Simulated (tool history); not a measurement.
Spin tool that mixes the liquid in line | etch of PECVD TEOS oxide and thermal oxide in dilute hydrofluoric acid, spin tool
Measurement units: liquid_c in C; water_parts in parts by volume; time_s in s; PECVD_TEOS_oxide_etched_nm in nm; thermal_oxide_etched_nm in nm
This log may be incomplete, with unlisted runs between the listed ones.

run 1 day=0.000 | liquid_c=23.0 water_parts=65 time_s=180 | PECVD_TEOS_oxide_etched_nm=38.509 thermal_oxide_etched_nm=12.012
run 2 day=0.275 | liquid_c=24.5 water_parts=65 time_s=180 | PECVD_TEOS_oxide_etched_nm=41.160 thermal_oxide_etched_nm=12.783
run 3 day=0.396 | liquid_c=21.5 water_parts=65 time_s=180 | PECVD_TEOS_oxide_etched_nm=35.790 thermal_oxide_etched_nm=11.329
run 4 day=0.508 | liquid_c=21.5 water_parts=45 time_s=180 | PECVD_TEOS_oxide_etched_nm=54.101 thermal_oxide_etched_nm=16.774
run 5 day=0.704 | liquid_c=23.0 water_parts=45 time_s=180 | PECVD_TEOS_oxide_etched_nm=56.367 thermal_oxide_etched_nm=17.765
run 6 day=0.879 | liquid_c=23.0 water_parts=25 time_s=180 | PECVD_TEOS_oxide_etched_nm=105.660 thermal_oxide_etched_nm=33.027
run 7 day=1.062 | liquid_c=22.0 water_parts=25 time_s=180 | PECVD_TEOS_oxide_etched_nm=99.934 thermal_oxide_etched_nm=31.650
run 8 day=1.425 | liquid_c=21.0 water_parts=25 time_s=180 | PECVD_TEOS_oxide_etched_nm=96.264 thermal_oxide_etched_nm=30.291
run 9 day=1.471 | liquid_c=20.5 water_parts=25 time_s=180 | PECVD_TEOS_oxide_etched_nm=93.744 thermal_oxide_etched_nm=29.560
run 10 day=1.746 | liquid_c=20.0 water_parts=25 time_s=180 | PECVD_TEOS_oxide_etched_nm=92.169 thermal_oxide_etched_nm=29.021

Expected results for the next run?
run 11 day=1.983 | liquid_c=20.0 water_parts=25 time_s=180 | PECVD_TEOS_oxide_etched_nm=? thermal_oxide_etched_nm=?

Run 11 yielded PECVD_TEOS_oxide_etched_nm 93.142 nm, thermal_oxide_etched_nm 28.987 nm.
